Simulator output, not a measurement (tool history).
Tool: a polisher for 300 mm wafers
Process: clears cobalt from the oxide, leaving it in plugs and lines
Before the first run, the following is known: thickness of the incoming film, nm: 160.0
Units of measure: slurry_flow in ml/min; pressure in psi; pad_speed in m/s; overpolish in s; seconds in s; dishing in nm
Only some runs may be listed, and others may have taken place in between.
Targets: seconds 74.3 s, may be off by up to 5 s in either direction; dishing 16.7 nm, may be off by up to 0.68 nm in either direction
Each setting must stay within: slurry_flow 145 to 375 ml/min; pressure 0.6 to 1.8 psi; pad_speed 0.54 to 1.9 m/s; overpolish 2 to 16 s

run 1 day=0 | slurry_flow=240 pressure=1.2 pad_speed=1.22 overpolish=8 | seconds=55.106 dishing=19.223
run 2 day=0.162 | slurry_flow=240 pressure=1.1 pad_speed=1.22 overpolish=8 | seconds=59.994 dishing=18.329
run 3 day=0.5 | slurry_flow=215 pressure=1.1 pad_speed=1.22 overpolish=8 | seconds=60.994 dishing=18.116
run 4 day=0.783 | slurry_flow=210 pressure=1 pad_speed=1.22 overpolish=8 | seconds=65.268 dishing=16.611
run 5 day=1.142 | slurry_flow=210 pressure=1.2 pad_speed=1.22 overpolish=8 | seconds=57.598 dishing=18.88
run 6 day=1.458 | slurry_flow=210 pressure=1.5 pad_speed=1.22 overpolish=8 | seconds=46.569 dishing=22.887
run 7 day=1.658 | slurry_flow=205 pressure=1.4 pad_speed=1.22 overpolish=8 | seconds=48.635 dishing=21.927
run 8 day=1.746 | slurry_flow=205 pressure=1.3 pad_speed=1.22 overpolish=8 | seconds=50.839 dishing=20.447
run 9 day=1.775 | slurry_flow=210 pressure=1.2 pad_speed=1.22 overpolish=8 | seconds=57.462 dishing=18.891
run 10 day=1.95 | slurry_flow=205 pressure=1.1 pad_speed=1.22 overpolish=8 | seconds=61.021 dishing=17.705
run 11 day=2.112 | slurry_flow=200 pressure=1 pad_speed=1.2 overpolish=9 | seconds=68.304 dishing=18.097

Pick the move, out of 5, that brings all results within their allowed miss; only one does.
run A day=2.275 | slurry_flow=230 pressure=0.8 pad_speed=1.36 overpolish=12 | seconds=? dishing=?
run B day=2.275 | slurry_flow=235 pressure=0.9 pad_speed=1.18 overpolish=11 | seconds=? dishing=?
run C day=2.275 | slurry_flow=185 pressure=1 pad_speed=1.06 overpolish=12 | seconds=? dishing=?
run D day=2.275 | slurry_flow=215 pressure=1.1 pad_speed=0.98 overpolish=11 | seconds=? dishing=?
run E day=2.275 | slurry_flow=220 pressure=1.2 pad_speed=0.9 overpolish=9 | seconds=? dishing=?

move=A seconds=74.967 dishing=21.443
move=B seconds=76.656 dishing=19.566
move=C seconds=79.547 dishing=20.409
move=D seconds=76.483 dishing=19.603
move=E seconds=76.058 dishing=16.574
A: lands further from the targets than the last run did
B: lands further from the targets than the last run did
C: lands further from the targets than the last run did
D: lands further from the targets than the last run did
E: hits every target within its allowed miss
The right move is E.
